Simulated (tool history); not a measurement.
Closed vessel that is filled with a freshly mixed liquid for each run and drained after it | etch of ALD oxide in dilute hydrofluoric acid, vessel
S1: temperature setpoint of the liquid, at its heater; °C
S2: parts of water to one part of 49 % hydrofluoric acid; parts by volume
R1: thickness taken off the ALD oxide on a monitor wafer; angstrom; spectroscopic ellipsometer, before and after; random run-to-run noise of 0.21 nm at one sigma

run 1 hour=0 | S1=25 S2=130 time_in_the_liquid_(s)=135 | R1=137.82
run 2 hour=2.8 | S1=27 S2=100 time_in_the_liquid_(s)=135 | R1=202.71
run 3 hour=9 | S1=27 S2=115 time_in_the_liquid_(s)=135 | R1=171.35
run 4 hour=13.9 | S1=25.5 S2=115 time_in_the_liquid_(s)=135 | R1=161.7
run 5 hour=20.3 | S1=27.5 S2=90 time_in_the_liquid_(s)=135 | R1=231.11
run 6 hour=22 | S1=29 S2=75 time_in_the_liquid_(s)=135 | R1=300.88
run 7 hour=30.4 | S1=30 S2=65 time_in_the_liquid_(s)=135 | R1=364.81
run 8 hour=38.4 | S1=31 S2=60 time_in_the_liquid_(s)=135 | R1=415.93
run 9 hour=43.5 | S1=31.5 S2=60 time_in_the_liquid_(s)=135 | R1=423.53
run 10 hour=52.2 | S1=32 S2=60 time_in_the_liquid_(s)=135 | R1=429.89
run 11 hour=56.1 | S1=33 S2=45 time_in_the_liquid_(s)=135 | R1=608.16
run 12 hour=61.2 | S1=33 S2=45 time_in_the_liquid_(s)=135 | R1=607.39
run 13 hour=65.6 | S1=32.5 S2=45 time_in_the_liquid_(s)=135 | R1=602.33

Run 14 is up next; what results do you expect?
run 14 hour=72.8 | S1=31.5 S2=45 time_in_the_liquid_(s)=135 | R1=?

Run 14 yielded R1 576.56 angstrom.

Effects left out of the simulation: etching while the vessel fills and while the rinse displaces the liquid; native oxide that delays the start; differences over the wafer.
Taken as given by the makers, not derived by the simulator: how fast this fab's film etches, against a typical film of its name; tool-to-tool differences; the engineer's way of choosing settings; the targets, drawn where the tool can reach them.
